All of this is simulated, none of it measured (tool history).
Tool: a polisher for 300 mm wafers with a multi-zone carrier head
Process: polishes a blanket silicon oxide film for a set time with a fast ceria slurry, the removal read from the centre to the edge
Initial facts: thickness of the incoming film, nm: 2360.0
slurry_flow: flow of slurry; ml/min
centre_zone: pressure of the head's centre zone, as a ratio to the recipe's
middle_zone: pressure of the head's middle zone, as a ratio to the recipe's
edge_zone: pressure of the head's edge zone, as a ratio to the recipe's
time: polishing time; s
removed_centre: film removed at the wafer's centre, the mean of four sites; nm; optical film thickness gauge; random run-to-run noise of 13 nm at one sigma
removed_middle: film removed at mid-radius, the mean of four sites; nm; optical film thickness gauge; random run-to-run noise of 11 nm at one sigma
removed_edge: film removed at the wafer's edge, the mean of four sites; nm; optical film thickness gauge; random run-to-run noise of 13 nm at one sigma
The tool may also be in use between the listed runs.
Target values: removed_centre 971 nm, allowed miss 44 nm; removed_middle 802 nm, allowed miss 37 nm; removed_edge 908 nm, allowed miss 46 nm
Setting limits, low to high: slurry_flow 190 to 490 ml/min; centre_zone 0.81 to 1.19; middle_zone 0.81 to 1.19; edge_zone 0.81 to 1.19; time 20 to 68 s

run 1 hour=0 | slurry_flow=315 centre_zone=1 middle_zone=1 edge_zone=1 time=44 | removed_centre=603.86 removed_middle=621 removed_edge=602.08
run 2 hour=2.9 | slurry_flow=315 centre_zone=1 middle_zone=1 edge_zone=1 time=54 | removed_centre=729.09 removed_middle=747.49 removed_edge=756.85
run 3 hour=10.7 | slurry_flow=345 centre_zone=1 middle_zone=1 edge_zone=1 time=54 | removed_centre=743.84 removed_middle=744.11 removed_edge=769.42
run 4 hour=12.2 | slurry_flow=345 centre_zone=1 middle_zone=0.96 edge_zone=1 time=54 | removed_centre=746.16 removed_middle=723.27 removed_edge=759.35
run 5 hour=18 | slurry_flow=345 centre_zone=1 middle_zone=0.93 edge_zone=1 time=54 | removed_centre=768.91 removed_middle=716.61 removed_edge=752.34
run 6 hour=23.6 | slurry_flow=345 centre_zone=1 middle_zone=0.93 edge_zone=1 time=63 | removed_centre=890.82 removed_middle=809.74 removed_edge=876.17
run 7 hour=27 | slurry_flow=350 centre_zone=1.01 middle_zone=0.93 edge_zone=1 time=63 | removed_centre=890.36 removed_middle=835.56 removed_edge=873.66
run 8 hour=27.7 | slurry_flow=355 centre_zone=1.01 middle_zone=0.92 edge_zone=1.01 time=63 | removed_centre=891.91 removed_middle=824.18 removed_edge=902.97

Which one of the following 5 next-run settings gets every result inside its allowed miss? There is exactly one.
run A hour=28.4 | slurry_flow=365 centre_zone=0.9 middle_zone=0.92 edge_zone=1.19 time=61 | removed_centre=? removed_middle=? removed_edge=?
run B hour=28.4 | slurry_flow=340 centre_zone=1.05 middle_zone=0.95 edge_zone=0.98 time=66 | removed_centre=? removed_middle=? removed_edge=?
run C hour=28.4 | slurry_flow=295 centre_zone=0.98 middle_zone=1.03 edge_zone=1.02 time=61 | removed_centre=? removed_middle=? removed_edge=?
run D hour=28.4 | slurry_flow=245 centre_zone=0.98 middle_zone=0.97 edge_zone=1.18 time=64 | removed_centre=? removed_middle=? removed_edge=?
run E hour=28.4 | slurry_flow=390 centre_zone=1.08 middle_zone=0.88 edge_zone=1.05 time=64 | removed_centre=? removed_middle=? removed_edge=?

move=A removed_centre=762.82 removed_middle=779.95 removed_edge=918.29
move=B removed_centre=958.53 removed_middle=861.68 removed_edge=897.26
move=C removed_centre=816.16 removed_middle=842.79 removed_edge=836.96
move=D removed_centre=839.42 removed_middle=825.69 removed_edge=933.46
move=E removed_centre=966.58 removed_middle=791.87 removed_edge=907.71
A: further off than the last run
B: the worst result of the last run now meets its target, but another is out of spec
C: further off than the last run
D: further off than the last run
E: all results in spec
The right move is E.
